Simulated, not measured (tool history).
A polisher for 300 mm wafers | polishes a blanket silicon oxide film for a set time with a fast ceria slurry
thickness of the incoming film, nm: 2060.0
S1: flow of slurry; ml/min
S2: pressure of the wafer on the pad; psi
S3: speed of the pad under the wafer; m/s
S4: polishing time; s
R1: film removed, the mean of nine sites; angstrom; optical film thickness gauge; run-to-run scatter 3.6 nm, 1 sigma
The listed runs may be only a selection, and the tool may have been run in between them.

run	hour	S1	S2	S3	S4	R1
1	0	265	2	1.26	34	4160
2	3.7	265	1.7	1.24	34	3664.8
3	11.2	290	1.7	1.24	34	3654.6
4	12.1	290	2.1	1.24	34	4310.6
5	20.4	290	2.4	1.24	34	4713
6	27.1	290	2.8	1.24	34	5214.3

Estimate the outcome of run 7 from the log above:
7	31	290	2.3	1.16	34	?

R1: 4277.3 angstrom
